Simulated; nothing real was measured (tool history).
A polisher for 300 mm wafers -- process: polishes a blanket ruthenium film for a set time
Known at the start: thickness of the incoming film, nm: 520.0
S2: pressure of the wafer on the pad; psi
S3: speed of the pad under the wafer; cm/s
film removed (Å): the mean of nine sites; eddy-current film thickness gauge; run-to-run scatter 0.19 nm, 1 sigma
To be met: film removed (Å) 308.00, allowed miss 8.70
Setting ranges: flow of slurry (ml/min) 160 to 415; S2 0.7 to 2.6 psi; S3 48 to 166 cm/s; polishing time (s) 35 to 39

Run 1, hour 0.0: flow of slurry (ml/min) 265, S2 1.6 psi, S3 106 cm/s, polishing time (s) 39. Result: film removed (Å) 408.60.
Run 2, hour 2.9: flow of slurry (ml/min) 265, S2 1.8 psi, S3 106 cm/s, polishing time (s) 39. Result: film removed (Å) 454.48.
Run 3, hour 8.5: flow of slurry (ml/min) 310, S2 1.8 psi, S3 106 cm/s, polishing time (s) 39. Result: film removed (Å) 459.85.
Run 4, hour 16.9: flow of slurry (ml/min) 310, S2 1.8 psi, S3 106 cm/s, polishing time (s) 39. Result: film removed (Å) 464.92.
Run 5, hour 19.0: flow of slurry (ml/min) 265, S2 1.8 psi, S3 106 cm/s, polishing time (s) 39. Result: film removed (Å) 456.91.
Run 6, hour 26.7: flow of slurry (ml/min) 205, S2 1.8 psi, S3 106 cm/s, polishing time (s) 39. Result: film removed (Å) 442.58.
Run 7, hour 28.0: flow of slurry (ml/min) 205, S2 1.7 psi, S3 106 cm/s, polishing time (s) 39. Result: film removed (Å) 415.46.
Run 8, hour 33.2: flow of slurry (ml/min) 205, S2 1.6 psi, S3 106 cm/s, polishing time (s) 39. Result: film removed (Å) 396.41.
Run 9, hour 35.1: flow of slurry (ml/min) 205, S2 1.5 psi, S3 106 cm/s, polishing time (s) 39. Result: film removed (Å) 367.33.
Run 10, hour 39.6: flow of slurry (ml/min) 205, S2 1.4 psi, S3 106 cm/s, polishing time (s) 39. Result: film removed (Å) 342.70.
Run 11, hour 40.9: flow of slurry (ml/min) 200, S2 1.3 psi, S3 106 cm/s, polishing time (s) 39. Result: film removed (Å) 318.15.
Run 12, hour 42.2: flow of slurry (ml/min) 195, S2 1.2 psi, S3 106 cm/s, polishing time (s) 39. Result: film removed (Å) 296.47.
Run 13, hour 45.7: flow of slurry (ml/min) 200, S2 1.2 psi, S3 106 cm/s, polishing time (s) 39. Result: film removed (Å) 297.40.
Run 14, hour 49.1: flow of slurry (ml/min) 205, S2 1.2 psi, S3 106 cm/s, polishing time (s) 39. Result: film removed (Å) 293.54.
Run 15, hour 54.8: flow of slurry (ml/min) 205, S2 1.3 psi, S3 106 cm/s, polishing time (s) 39. Result: film removed (Å) 320.30.
Run 16, hour 56.7: flow of slurry (ml/min) 200, S2 1.3 psi, S3 106 cm/s, polishing time (s) 39. Result: film removed (Å) 317.74.
Run 17, hour 60.9: flow of slurry (ml/min) 195, S2 1.2 psi, S3 106 cm/s, polishing time (s) 39. Result: film removed (Å) 295.33.
Run 18, hour 63.6: flow of slurry (ml/min) 200, S2 1.2 psi, S3 106 cm/s, polishing time (s) 39. Result: film removed (Å) 294.20.
Run 19, hour 69.7: flow of slurry (ml/min) 200, S2 1.2 psi, S3 106 cm/s, polishing time (s) 39. Result: film removed (Å) 296.18.
Run 20, hour 74.0: flow of slurry (ml/min) 205, S2 1.2 psi, S3 106 cm/s, polishing time (s) 39. Result: film removed (Å) 294.77.
Run 21, hour 77.5: flow of slurry (ml/min) 210, S2 1.3 psi, S3 106 cm/s, polishing time (s) 39. Result: film removed (Å) 321.59.
Run 22, hour 82.5: flow of slurry (ml/min) 205, S2 1.3 psi, S3 106 cm/s, polishing time (s) 39. Result: film removed (Å) 320.88.

Which of these 4 next moves meets every target?
Run A, hour 87.5: flow of slurry (ml/min) 215, S2 1.2 psi, S3 118 cm/s, polishing time (s) 39. Result: film removed (Å) ?.
Run B, hour 87.5: flow of slurry (ml/min) 205, S2 1.3 psi, S3 96 cm/s, polishing time (s) 38. Result: film removed (Å) ?.
Run C, hour 87.5: flow of slurry (ml/min) 185, S2 1.4 psi, S3 90 cm/s, polishing time (s) 39. Result: film removed (Å) ?.
Run D, hour 87.5: flow of slurry (ml/min) 270, S2 1.4 psi, S3 92 cm/s, polishing time (s) 38. Result: film removed (Å) ?.

move  film removed (Å)
   A            331.80
   B            287.75
   C            294.62
   D            308.18
A: lands further from the targets than the last run did
B: carries the result that was furthest off beyond its target, to the other side
C: carries the result that was furthest off beyond its target, to the other side
D: every result lands within tolerance
Answer: D
